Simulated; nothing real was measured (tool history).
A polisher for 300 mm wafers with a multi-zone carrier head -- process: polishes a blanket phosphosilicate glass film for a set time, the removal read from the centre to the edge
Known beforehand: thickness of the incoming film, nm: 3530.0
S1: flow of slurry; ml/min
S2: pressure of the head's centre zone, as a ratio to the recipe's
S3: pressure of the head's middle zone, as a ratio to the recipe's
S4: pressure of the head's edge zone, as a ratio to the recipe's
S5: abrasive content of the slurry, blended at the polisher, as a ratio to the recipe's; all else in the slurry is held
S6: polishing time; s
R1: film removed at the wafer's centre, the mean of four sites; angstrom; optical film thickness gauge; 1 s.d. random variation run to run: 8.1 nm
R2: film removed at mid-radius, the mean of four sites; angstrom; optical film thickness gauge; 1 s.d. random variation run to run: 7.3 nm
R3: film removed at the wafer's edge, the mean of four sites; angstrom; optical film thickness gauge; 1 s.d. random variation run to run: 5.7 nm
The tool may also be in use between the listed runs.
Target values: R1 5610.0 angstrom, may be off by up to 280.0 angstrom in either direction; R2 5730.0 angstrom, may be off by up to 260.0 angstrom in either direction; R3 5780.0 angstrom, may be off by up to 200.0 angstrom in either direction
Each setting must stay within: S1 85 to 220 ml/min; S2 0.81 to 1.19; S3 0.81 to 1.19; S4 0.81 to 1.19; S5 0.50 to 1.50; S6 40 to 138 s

run,hour,S1,S2,S3,S4,S5,S6,R1,R2,R3
1,0.0,140,1.00,1.00,1.00,1.00,88,9488.1,9149.9,8936.8
2,1.9,140,1.00,1.00,1.00,0.85,88,9271.7,8473.7,8458.2
3,8.5,140,1.00,1.00,1.00,0.85,101,10355.0,9823.6,9729.1
4,14.2,135,0.98,1.00,0.99,0.80,97,9453.9,9214.3,8767.6
5,15.2,135,0.98,1.00,1.03,0.80,97,9487.9,9165.9,9241.9
6,16.1,130,0.96,0.98,1.02,0.75,95,8875.9,8287.8,8775.7
# hour 21.0: centre zone pressure recalibrated
7,21.0,125,0.94,0.98,1.00,0.70,93,7865.9,8131.6,8092.7
8,27.7,125,0.94,0.96,0.99,0.65,91,7258.9,7578.3,7722.9
9,30.4,125,0.95,0.95,0.97,0.65,89,7382.6,7390.2,7577.8
10,33.1,125,0.95,0.94,0.96,0.65,87,6939.0,7014.8,7304.9
11,35.8,125,0.95,0.94,0.95,0.65,86,7080.9,7118.2,7156.4
12,38.2,125,0.95,0.93,0.94,0.65,85,7086.7,6901.3,7077.1
13,46.2,105,0.88,0.93,0.86,0.50,76,5025.0,5363.1,5360.9
14,51.3,110,0.88,0.93,0.86,0.50,76,5165.1,5430.0,5400.8

Which single option among these 5 for the next run brings every result within its allowed miss of target? Just one does.
A,56.4,85,0.89,0.84,0.82,0.50,84,?,?,?
B,56.4,110,0.92,0.93,0.89,0.55,78,?,?,?
C,56.4,100,0.81,0.92,0.95,0.50,85,?,?,?
D,56.4,170,0.97,0.98,0.88,0.55,62,?,?,?
E,56.4,110,0.90,0.95,0.85,0.50,72,?,?,?

move,R1,R2,R3
A,5375.8,5071.0,5561.6
B,5782.8,5722.9,5830.8
C,5400.5,5819.5,6216.5
D,5306.6,5214.6,4921.4
E,5077.6,5196.4,5091.9
A: misses by more than the last run did
B: in spec on every target
C: pushes the last run's worst result past its target
D: misses by more than the last run did
E: misses by more than the last run did
The move that meets every target is B.
